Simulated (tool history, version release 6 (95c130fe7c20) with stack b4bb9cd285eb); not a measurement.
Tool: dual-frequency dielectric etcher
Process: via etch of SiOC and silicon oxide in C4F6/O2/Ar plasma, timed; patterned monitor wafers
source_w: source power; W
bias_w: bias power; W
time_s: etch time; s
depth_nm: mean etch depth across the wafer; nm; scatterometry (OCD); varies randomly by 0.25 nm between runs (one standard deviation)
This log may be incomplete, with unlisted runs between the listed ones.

run	hour	source_w	bias_w	time_s	depth_nm
1	0	470	226	59.5	71.237
2	3.5	470	250	59.5	74.687
3	7.1	550	250	59.5	77.079
4	11.1	550	250	62.5	80.319
5	12.2	550	223	62.5	76.339
6	17.4	550	237	62.5	78.596
7	20.6	520	224	62	74.962
8	23.1	500	212	61.5	71.862

What does the tool deliver on the next run?
9	31.1	480	202	61	?

depth_nm: 69.093 nm

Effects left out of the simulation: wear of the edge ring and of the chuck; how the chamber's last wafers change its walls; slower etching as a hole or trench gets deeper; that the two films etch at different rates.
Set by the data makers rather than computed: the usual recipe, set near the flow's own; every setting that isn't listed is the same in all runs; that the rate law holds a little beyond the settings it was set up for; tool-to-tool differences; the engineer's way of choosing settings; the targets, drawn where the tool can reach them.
